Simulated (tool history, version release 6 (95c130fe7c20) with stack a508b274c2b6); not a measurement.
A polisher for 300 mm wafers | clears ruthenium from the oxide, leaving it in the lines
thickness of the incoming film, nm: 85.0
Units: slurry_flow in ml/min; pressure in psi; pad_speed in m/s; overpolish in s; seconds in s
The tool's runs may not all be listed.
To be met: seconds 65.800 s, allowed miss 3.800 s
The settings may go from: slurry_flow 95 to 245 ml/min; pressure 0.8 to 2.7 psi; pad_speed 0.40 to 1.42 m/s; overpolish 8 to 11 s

| run | hour | slurry_flow | pressure | pad_speed | overpolish | seconds |
|---|---|---|---|---|---|---|
| 1 | 0.0 | 155 | 1.7 | 0.90 | 11 | 109.070 |
| 2 | 6.9 | 155 | 1.9 | 0.92 | 11 | 99.874 |
| 3 | 14.2 | 155 | 1.9 | 0.70 | 11 | 127.560 |
| 4 | 22.3 | 160 | 2.1 | 0.78 | 11 | 104.280 |
| 5 | 25.0 | 160 | 2.1 | 0.78 | 11 | 103.150 |
| 6 | 25.8 | 165 | 2.3 | 0.82 | 11 | 91.862 |
| 7 | 31.0 | 165 | 2.4 | 0.86 | 11 | 87.293 |
| 8 | 32.1 | 165 | 2.5 | 0.92 | 11 | 81.786 |
| 9 | 35.2 | 170 | 2.6 | 0.98 | 11 | 74.640 |
| 10 | 37.0 | 170 | 2.6 | 1.02 | 11 | 71.243 |
| 11 | 44.7 | 170 | 2.6 | 1.04 | 11 | 70.239 |
| 12 | 49.1 | 170 | 2.6 | 1.06 | 11 | 68.173 |
| 13 | 52.3 | 170 | 2.6 | 1.06 | 11 | 70.657 |

4 next moves are on the table. One of them brings every result within its allowed miss. Which?
| A | 55.5 | 170 | 2.4 | 1.06 | 11 | ? |
| B | 55.5 | 150 | 2.5 | 0.92 | 10 | ? |
| C | 55.5 | 170 | 2.5 | 1.16 | 11 | ? |
| D | 55.5 | 95 | 2.5 | 1.10 | 11 | ? |

| move | seconds |
|---|---|
| A | 73.506 |
| B | 81.685 |
| C | 65.990 |
| D | 74.562 |
A: further off than the last run
B: further off than the last run
C: meets every target
D: further off than the last run
Move C is the one to make.
